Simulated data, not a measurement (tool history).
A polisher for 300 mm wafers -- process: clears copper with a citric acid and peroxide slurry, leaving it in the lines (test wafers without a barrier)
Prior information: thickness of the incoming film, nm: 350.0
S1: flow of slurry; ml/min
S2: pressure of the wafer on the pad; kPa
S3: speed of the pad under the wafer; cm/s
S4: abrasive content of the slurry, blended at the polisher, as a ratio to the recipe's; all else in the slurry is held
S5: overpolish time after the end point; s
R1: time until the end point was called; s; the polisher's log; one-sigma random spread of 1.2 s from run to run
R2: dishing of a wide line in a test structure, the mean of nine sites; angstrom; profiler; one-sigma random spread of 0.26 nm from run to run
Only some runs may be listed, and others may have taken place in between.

{"run": 1, "hour": 0.0, "S1": 150, "S2": 25.5, "S3": 132, "S4": 1, "S5": 11, "R1": 79.154, "R2": 320.87}
{"run": 2, "hour": 6.3, "S1": 145, "S2": 24.1, "S3": 132, "S4": 1, "S5": 11, "R1": 82.212, "R2": 312.94}
{"run": 3, "hour": 10.9, "S1": 145, "S2": 22.8, "S3": 132, "S4": 1, "S5": 11, "R1": 89.569, "R2": 288.24}
{"run": 4, "hour": 12.4, "S1": 145, "S2": 22.1, "S3": 132, "S4": 1, "S5": 11, "R1": 91.114, "R2": 285.81}
{"run": 5, "hour": 20.3, "S1": 145, "S2": 22.1, "S3": 132, "S4": 1.15, "S5": 11, "R1": 87.168, "R2": 293.52}
{"run": 6, "hour": 25.0, "S1": 145, "S2": 21.4, "S3": 132, "S4": 1.15, "S5": 11, "R1": 91.048, "R2": 282.61}

Predict the results of run 7:
{"run": 7, "hour": 27.9, "S1": 145, "S2": 20.7, "S3": 132, "S4": 1.15, "S5": 11, "R1": "?", "R2": "?"}

For run 7 the tool returned R1 93.583 s, R2 280.81 angstrom.

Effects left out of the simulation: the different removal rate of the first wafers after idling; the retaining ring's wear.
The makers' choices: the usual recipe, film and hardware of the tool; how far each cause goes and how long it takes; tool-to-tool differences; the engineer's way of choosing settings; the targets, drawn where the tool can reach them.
